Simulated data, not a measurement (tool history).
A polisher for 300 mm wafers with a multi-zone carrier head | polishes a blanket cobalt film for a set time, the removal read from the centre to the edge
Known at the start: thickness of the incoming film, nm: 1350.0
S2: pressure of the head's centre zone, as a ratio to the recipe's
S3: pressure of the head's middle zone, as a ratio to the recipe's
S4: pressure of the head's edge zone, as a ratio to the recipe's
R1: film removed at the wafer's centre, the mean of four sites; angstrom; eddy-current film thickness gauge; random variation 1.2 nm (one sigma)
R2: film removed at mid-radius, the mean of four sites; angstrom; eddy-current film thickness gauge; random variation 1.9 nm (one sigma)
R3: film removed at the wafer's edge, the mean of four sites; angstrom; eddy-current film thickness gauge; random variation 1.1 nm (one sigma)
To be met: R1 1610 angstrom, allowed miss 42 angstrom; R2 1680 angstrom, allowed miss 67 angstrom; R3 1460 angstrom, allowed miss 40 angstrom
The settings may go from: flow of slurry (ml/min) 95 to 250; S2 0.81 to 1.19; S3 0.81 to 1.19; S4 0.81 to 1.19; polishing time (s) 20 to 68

run 1 hour=0 | flow_of_slurry_(ml/min)=160 S2=1 S3=1 S4=1 polishing_time_(s)=44 | R1=2770.3 R2=2669 R3=2640.5
run 2 hour=2.5 | flow_of_slurry_(ml/min)=195 S2=1 S3=1 S4=1 polishing_time_(s)=44 | R1=2857.9 R2=2755.6 R3=2762.3
run 3 hour=5.5 | flow_of_slurry_(ml/min)=195 S2=1 S3=1 S4=1 polishing_time_(s)=51 | R1=3322.7 R2=3201.1 R3=3151.6
run 4 hour=13.6 | flow_of_slurry_(ml/min)=170 S2=1 S3=1.02 S4=0.93 polishing_time_(s)=41 | R1=2583 R2=2532.4 R3=2421.2
run 5 hour=21 | flow_of_slurry_(ml/min)=170 S2=1 S3=1.02 S4=0.93 polishing_time_(s)=33 | R1=2095.3 R2=2061.5 R3=1973.7
run 6 hour=25.6 | flow_of_slurry_(ml/min)=155 S2=1 S3=1.04 S4=0.89 polishing_time_(s)=30 | R1=1865.3 R2=1869.4 R3=1703.5
run 7 hour=33.7 | flow_of_slurry_(ml/min)=140 S2=0.99 S3=1.04 S4=0.86 polishing_time_(s)=30 | R1=1799.6 R2=1836 R3=1659
run 8 hour=34.6 | flow_of_slurry_(ml/min)=130 S2=0.99 S3=1.05 S4=0.84 polishing_time_(s)=29 | R1=1713.6 R2=1795.3 R3=1572.1
run 9 hour=43 | flow_of_slurry_(ml/min)=120 S2=0.99 S3=1.05 S4=0.83 polishing_time_(s)=29 | R1=1680.6 R2=1702 R3=1505.2
run 10 hour=46.5 | flow_of_slurry_(ml/min)=115 S2=0.98 S3=1.06 S4=0.83 polishing_time_(s)=29 | R1=1616 R2=1688.8 R3=1521
run 11 hour=54.3 | flow_of_slurry_(ml/min)=115 S2=0.99 S3=1.07 S4=0.82 polishing_time_(s)=29 | R1=1643.9 R2=1721.2 R3=1501.1
run 12 hour=61.6 | flow_of_slurry_(ml/min)=110 S2=0.99 S3=1.07 S4=0.82 polishing_time_(s)=29 | R1=1645.1 R2=1718.7 R3=1501

Which of these 5 next moves meets every target?
run A hour=68.9 | flow_of_slurry_(ml/min)=115 S2=0.95 S3=1.04 S4=0.88 polishing_time_(s)=30 | R1=? R2=? R3=?
run B hour=68.9 | flow_of_slurry_(ml/min)=120 S2=1.03 S3=1.12 S4=0.87 polishing_time_(s)=27 | R1=? R2=? R3=?
run C hour=68.9 | flow_of_slurry_(ml/min)=120 S2=1.01 S3=1.06 S4=0.83 polishing_time_(s)=29 | R1=? R2=? R3=?
run D hour=68.9 | flow_of_slurry_(ml/min)=95 S2=0.97 S3=0.98 S4=0.81 polishing_time_(s)=33 | R1=? R2=? R3=?
run E hour=68.9 | flow_of_slurry_(ml/min)=100 S2=1.07 S3=1.14 S4=0.94 polishing_time_(s)=29 | R1=? R2=? R3=?

move=A R1=1644.8 R2=1710.9 R3=1590.4
move=B R1=1629.2 R2=1659.8 R3=1434.4
move=C R1=1715 R2=1701 R3=1509.9
move=D R1=1717.5 R2=1680.4 R3=1617.2
move=E R1=1704 R2=1709.7 R3=1535.5
A: further off than the last run
B: meets every target
C: further off than the last run
D: further off than the last run
E: further off than the last run
Move B is the one to make.
